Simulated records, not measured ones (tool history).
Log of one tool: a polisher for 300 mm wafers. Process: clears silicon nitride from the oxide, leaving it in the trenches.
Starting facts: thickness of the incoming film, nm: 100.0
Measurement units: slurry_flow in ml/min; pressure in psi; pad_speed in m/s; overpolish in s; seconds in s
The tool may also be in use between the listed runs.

run  hour  slurry_flow  pressure  pad_speed  overpolish  seconds
  1   0.0          195       2.9       1.26          50  103.980
  2   6.2          200       3.2       1.26          50   93.479
  3  14.7          155       3.2       1.26          50   96.259
  4  23.6          155       3.2       1.26          54   96.826
  5  26.8          160       3.4       1.26          54   89.556
  6  29.7          165       3.6       1.26          54   85.161
  7  35.8          165       3.8       1.26          54   82.846

For run 8, what comes out?
  8  36.5          165       4.0       1.26          54        ?

seconds: 78.585 s

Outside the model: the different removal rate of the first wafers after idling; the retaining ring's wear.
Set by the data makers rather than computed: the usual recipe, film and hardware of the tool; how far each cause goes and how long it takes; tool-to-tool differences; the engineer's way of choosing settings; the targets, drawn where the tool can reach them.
